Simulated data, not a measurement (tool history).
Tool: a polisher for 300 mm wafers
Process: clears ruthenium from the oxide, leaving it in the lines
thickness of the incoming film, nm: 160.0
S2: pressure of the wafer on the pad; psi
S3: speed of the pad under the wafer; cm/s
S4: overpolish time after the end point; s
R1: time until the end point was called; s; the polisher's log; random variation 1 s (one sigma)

{"run": 1, "day": 0.0, "flow of slurry (ml/min)": 290, "S2": 2.6, "S3": 88, "S4": 39, "R1": 126.21}
{"run": 2, "day": 0.317, "flow of slurry (ml/min)": 290, "S2": 2.6, "S3": 88, "S4": 41, "R1": 129.69}
{"run": 3, "day": 0.488, "flow of slurry (ml/min)": 290, "S2": 2.9, "S3": 92, "S4": 41, "R1": 109.73}
{"run": 4, "day": 0.8, "flow of slurry (ml/min)": 240, "S2": 2.9, "S3": 92, "S4": 41, "R1": 113.27}
{"run": 5, "day": 1.054, "flow of slurry (ml/min)": 240, "S2": 2.9, "S3": 112, "S4": 41, "R1": 93.475}
{"run": 6, "day": 1.233, "flow of slurry (ml/min)": 240, "S2": 3.1, "S3": 112, "S4": 41, "R1": 86.797}
{"run": 7, "day": 1.533, "flow of slurry (ml/min)": 240, "S2": 3.2, "S3": 112, "S4": 41, "R1": 82.809}

Forecast run 8:
{"run": 8, "day": 1.804, "flow of slurry (ml/min)": 240, "S2": 3.3, "S3": 112, "S4": 41, "R1": "?"}

Run 8 gave R1 80.642 s.
